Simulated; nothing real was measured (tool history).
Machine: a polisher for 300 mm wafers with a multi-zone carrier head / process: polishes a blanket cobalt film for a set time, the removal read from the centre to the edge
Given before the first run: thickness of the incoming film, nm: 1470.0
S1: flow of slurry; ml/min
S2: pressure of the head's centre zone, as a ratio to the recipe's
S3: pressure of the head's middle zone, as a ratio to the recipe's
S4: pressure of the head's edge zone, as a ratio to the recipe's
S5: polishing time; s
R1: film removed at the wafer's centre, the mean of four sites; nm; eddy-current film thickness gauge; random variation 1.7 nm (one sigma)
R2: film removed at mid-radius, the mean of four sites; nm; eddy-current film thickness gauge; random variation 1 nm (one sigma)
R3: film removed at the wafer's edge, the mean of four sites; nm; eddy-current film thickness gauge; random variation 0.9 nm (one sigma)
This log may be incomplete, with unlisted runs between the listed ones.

Run 1, hour 0.0: S1 260 ml/min, S2 1.00, S3 1.00, S4 1.00, S5 53 s. Result: R1 281.52 nm, R2 283.90 nm, R3 273.65 nm.
Run 2, hour 1.5: S1 250 ml/min, S2 0.97, S3 0.98, S4 0.97, S5 47 s. Result: R1 240.40 nm, R2 248.78 nm, R3 238.08 nm.
Run 3, hour 5.2: S1 240 ml/min, S2 0.95, S3 0.95, S4 0.94, S5 43 s. Result: R1 216.79 nm, R2 223.47 nm, R3 215.00 nm.
Run 4, hour 7.6: S1 230 ml/min, S2 0.93, S3 0.92, S4 0.92, S5 40 s. Result: R1 196.89 nm, R2 199.81 nm, R3 195.16 nm.
Run 5, hour 14.2: S1 230 ml/min, S2 0.93, S3 0.87, S4 0.92, S5 40 s. Result: R1 199.00 nm, R2 193.84 nm, R3 194.80 nm.
Run 6, hour 17.1: S1 220 ml/min, S2 0.91, S3 0.86, S4 0.90, S5 38 s. Result: R1 185.48 nm, R2 181.33 nm, R3 183.01 nm.

For run 7, what comes out?
Run 7, hour 21.5: S1 210 ml/min, S2 0.89, S3 0.85, S4 0.88, S5 37 s. Result: R1 ?, R2 ?, R3 ?.

R1: 170.85 nm
R2: 174.71 nm
R3: 177.34 nm
